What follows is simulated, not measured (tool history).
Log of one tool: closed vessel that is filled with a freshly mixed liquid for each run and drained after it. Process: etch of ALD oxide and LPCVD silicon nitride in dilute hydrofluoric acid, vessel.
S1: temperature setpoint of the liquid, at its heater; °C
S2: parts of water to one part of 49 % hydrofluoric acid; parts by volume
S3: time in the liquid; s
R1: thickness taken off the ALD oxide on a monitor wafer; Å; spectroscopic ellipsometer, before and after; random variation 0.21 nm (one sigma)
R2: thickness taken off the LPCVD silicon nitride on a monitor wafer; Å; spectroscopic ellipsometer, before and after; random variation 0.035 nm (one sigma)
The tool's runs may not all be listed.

Run 1, hour 0: S1 24 °C, S2 45 parts by volume, S3 60 s. Result: R1 182.16 Å, R2 6.3357 Å.
Run 2, hour 0.9: S1 24 °C, S2 55 parts by volume, S3 60 s. Result: R1 146.57 Å, R2 5.0935 Å.
Run 3, hour 7.1: S1 24.5 °C, S2 50 parts by volume, S3 60 s. Result: R1 166.46 Å, R2 5.7814 Å.
Run 4, hour 8.3: S1 25.5 °C, S2 50 parts by volume, S3 60 s. Result: R1 174.89 Å, R2 6.4201 Å.
Run 5, hour 11.7: S1 25.5 °C, S2 60 parts by volume, S3 60 s. Result: R1 142.37 Å, R2 5.1615 Å.
Run 6, hour 17.6: S1 26 °C, S2 55 parts by volume, S3 60 s. Result: R1 161.3 Å, R2 5.9766 Å.
Run 7, hour 20.5: S1 26 °C, S2 50 parts by volume, S3 60 s. Result: R1 176.49 Å, R2 6.0002 Å.
Run 8, hour 21.6: S1 27 °C, S2 50 parts by volume, S3 60 s. Result: R1 183.72 Å, R2 5.9765 Å.

Run 9 comes next. What will it give?
Run 9, hour 28.9: S1 27.5 °C, S2 50 parts by volume, S3 60 s. Result: R1 ?, R2 ?.

{"run 9": {"R1": 185.29, "R2": 6.8}}
